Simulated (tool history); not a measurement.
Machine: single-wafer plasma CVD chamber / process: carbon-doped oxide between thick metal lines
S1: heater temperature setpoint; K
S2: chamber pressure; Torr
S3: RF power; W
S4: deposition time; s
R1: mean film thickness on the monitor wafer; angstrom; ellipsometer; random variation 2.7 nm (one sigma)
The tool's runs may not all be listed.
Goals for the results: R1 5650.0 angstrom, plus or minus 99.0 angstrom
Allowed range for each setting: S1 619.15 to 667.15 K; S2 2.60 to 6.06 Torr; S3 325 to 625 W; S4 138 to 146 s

run,hour,S1,S2,S3,S4,R1
1,0.0,643.15,4.33,475,146,7256.8
2,3.2,644.15,4.13,455,146,6991.8
3,6.5,644.15,4.13,455,138,6587.6
4,11.0,645.15,3.90,450,138,6514.1
5,12.4,645.15,3.90,400,138,5866.4
6,17.7,645.15,3.90,400,146,6262.8
7,23.2,646.15,3.74,395,146,6099.2
8,31.9,647.15,3.60,395,146,6151.6
9,32.5,647.15,3.60,390,146,6050.5
10,38.6,647.15,3.52,385,146,5953.7
11,40.7,653.15,2.77,370,146,5546.3

Next run, 4 choices. One meets every target within its allowed miss, the rest don't. Which?
A,42.8,655.15,3.49,380,138,?
B,42.8,647.15,3.27,380,142,?
C,42.8,646.15,2.60,380,138,?
D,42.8,651.15,2.68,350,146,?

move,R1
A,5440.6
B,5626.3
C,5364.2
D,5265.4
A: moves away from the targets compared with the last run
B: every result within its allowed miss
C: moves away from the targets compared with the last run
D: moves away from the targets compared with the last run
The right move is B.
